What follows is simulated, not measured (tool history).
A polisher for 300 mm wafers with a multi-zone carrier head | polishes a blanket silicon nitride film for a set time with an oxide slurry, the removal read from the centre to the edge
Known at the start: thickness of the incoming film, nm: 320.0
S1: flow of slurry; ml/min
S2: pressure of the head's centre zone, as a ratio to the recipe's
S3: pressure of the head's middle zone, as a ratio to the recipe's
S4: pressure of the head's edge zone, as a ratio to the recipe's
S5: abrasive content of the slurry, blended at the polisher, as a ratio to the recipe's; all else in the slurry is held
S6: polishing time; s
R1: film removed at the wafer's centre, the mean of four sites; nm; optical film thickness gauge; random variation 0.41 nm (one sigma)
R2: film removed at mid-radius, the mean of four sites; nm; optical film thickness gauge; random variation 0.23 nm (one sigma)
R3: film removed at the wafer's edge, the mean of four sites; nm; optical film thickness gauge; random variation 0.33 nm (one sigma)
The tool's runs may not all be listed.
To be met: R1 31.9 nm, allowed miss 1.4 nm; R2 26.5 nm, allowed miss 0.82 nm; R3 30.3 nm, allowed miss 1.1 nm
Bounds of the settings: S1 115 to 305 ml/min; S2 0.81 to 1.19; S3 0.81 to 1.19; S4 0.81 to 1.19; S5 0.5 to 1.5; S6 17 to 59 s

Run 1, hour 0: S1 195 ml/min, S2 1, S3 1, S4 1, S5 1, S6 38 s. Result: R1 46.896 nm, R2 47.869 nm, R3 47.68 nm.
Run 2, hour 2: S1 195 ml/min, S2 1.07, S3 1, S4 1, S5 1, S6 38 s. Result: R1 48.779 nm, R2 47.751 nm, R3 47.414 nm.
Run 3, hour 6.5: S1 195 ml/min, S2 1.07, S3 1, S4 1, S5 1.15, S6 38 s. Result: R1 53.692 nm, R2 51.714 nm, R3 51.847 nm.
Run 4, hour 11.1: S1 150 ml/min, S2 1.07, S3 1, S4 1, S5 1.15, S6 38 s. Result: R1 52.258 nm, R2 50.172 nm, R3 50.808 nm.
Run 5, hour 16.5: S1 150 ml/min, S2 1.07, S3 1.03, S4 1, S5 1.15, S6 38 s. Result: R1 51.099 nm, R2 50.57 nm, R3 49.931 nm.
Run 6, hour 22.6: S1 145 ml/min, S2 1.08, S3 0.98, S4 1, S5 0.95, S6 36 s. Result: R1 43.565 nm, R2 41.513 nm, R3 43.355 nm.
Run 7, hour 31.6: S1 145 ml/min, S2 1.08, S3 0.98, S4 1, S5 0.95, S6 36 s. Result: R1 43.935 nm, R2 41.379 nm, R3 43.286 nm.
Run 8, hour 32.7: S1 145 ml/min, S2 1.09, S3 0.95, S4 0.97, S5 0.8, S6 35 s. Result: R1 37.723 nm, R2 35.026 nm, R3 36.369 nm.
Run 9, hour 40: S1 140 ml/min, S2 1.09, S3 0.91, S4 0.96, S5 0.75, S6 35 s. Result: R1 36.269 nm, R2 31.851 nm, R3 33.493 nm.
Run 10, hour 44.2: S1 135 ml/min, S2 1.07, S3 0.88, S4 0.97, S5 0.75, S6 35 s. Result: R1 34.543 nm, R2 30.258 nm, R3 34.111 nm.
Run 11, hour 52.8: S1 135 ml/min, S2 1.08, S3 0.82, S4 0.87, S5 0.55, S6 35 s. Result: R1 25.165 nm, R2 20.747 nm, R3 23.416 nm.
Run 12, hour 55.8: S1 140 ml/min, S2 1.09, S3 0.84, S4 0.92, S5 0.55, S6 35 s. Result: R1 25.42 nm, R2 21.536 nm, R3 23.882 nm.
Run 13, hour 61.1: S1 135 ml/min, S2 1.11, S3 0.85, S4 0.98, S5 0.6, S6 35 s. Result: R1 28.999 nm, R2 23.697 nm, R3 27.258 nm.
Run 14, hour 70: S1 170 ml/min, S2 1.12, S3 0.91, S4 1.07, S5 0.55, S6 35 s. Result: R1 27.123 nm, R2 23.276 nm, R3 26.65 nm.
Run 15, hour 76: S1 170 ml/min, S2 1.15, S3 0.9, S4 1.06, S5 0.8, S6 36 s. Result: R1 42.171 nm, R2 34.486 nm, R3 40.065 nm.
Run 16, hour 81.5: S1 175 ml/min, S2 1.12, S3 0.88, S4 1.03, S5 0.75, S6 36 s. Result: R1 39.259 nm, R2 32.432 nm, R3 37.007 nm.
Run 17, hour 83.1: S1 165 ml/min, S2 1.11, S3 0.86, S4 1, S5 0.7, S6 36 s. Result: R1 35.951 nm, R2 30.036 nm, R3 34.092 nm.
Run 18, hour 89.7: S1 155 ml/min, S2 1.1, S3 0.85, S4 0.99, S5 0.7, S6 36 s. Result: R1 35.426 nm, R2 29.303 nm, R3 33.696 nm.
Run 19, hour 98.4: S1 150 ml/min, S2 1.09, S3 0.84, S4 0.97, S5 0.7, S6 36 s. Result: R1 35.252 nm, R2 28.826 nm, R3 32.865 nm.
Run 20, hour 99: S1 145 ml/min, S2 1.08, S3 0.83, S4 0.96, S5 0.7, S6 36 s. Result: R1 34.653 nm, R2 28.41 nm, R3 33.027 nm.
Run 21, hour 104.1: S1 140 ml/min, S2 1.06, S3 0.83, S4 0.89, S5 0.55, S6 36 s. Result: R1 25.483 nm, R2 21.272 nm, R3 24.452 nm.
Run 22, hour 112.5: S1 140 ml/min, S2 1.06, S3 0.83, S4 0.89, S5 0.55, S6 36 s. Result: R1 25.824 nm, R2 21.725 nm, R3 23.762 nm.
Run 23, hour 117: S1 150 ml/min, S2 1.09, S3 0.85, S4 0.95, S5 0.55, S6 36 s. Result: R1 27.097 nm, R2 22.236 nm, R3 25.414 nm.
Run 24, hour 122.8: S1 150 ml/min, S2 1.11, S3 0.88, S4 0.99, S5 0.55, S6 36 s. Result: R1 27.671 nm, R2 22.805 nm, R3 26.209 nm.
Run 25, hour 131.2: S1 205 ml/min, S2 1.16, S3 0.97, S4 1.09, S5 0.65, S6 36 s. Result: R1 36.202 nm, R2 31.318 nm, R3 34.06 nm.
Run 26, hour 138.7: S1 185 ml/min, S2 1.15, S3 0.95, S4 1.07, S5 0.65, S6 36 s. Result: R1 35.175 nm, R2 30.484 nm, R3 33.451 nm.

Which of these 4 next moves meets every target?
Run A, hour 146.2: S1 130 ml/min, S2 0.89, S3 0.98, S4 1.19, S5 0.75, S6 38 s. Result: R1 ?, R2 ?, R3 ?.
Run B, hour 146.2: S1 130 ml/min, S2 1.06, S3 0.97, S4 1.05, S5 0.6, S6 36 s. Result: R1 ?, R2 ?, R3 ?.
Run C, hour 146.2: S1 130 ml/min, S2 1.18, S3 0.94, S4 1.13, S5 0.55, S6 40 s. Result: R1 ?, R2 ?, R3 ?.
Run D, hour 146.2: S1 210 ml/min, S2 1.14, S3 1.07, S4 0.97, S5 0.65, S6 34 s. Result: R1 ?, R2 ?, R3 ?.

move      R1      R2      R3
   A  30.823  36.065  40.205
   B  27.919  27.138  28.651
   C  31.071  26.392  29.719
   D  33.079  32.212  29.611
A: further off than the last run
B: brings the result that was furthest off to its target, and leaves another outside
C: meets every target
D: further off than the last run
The right move is C.
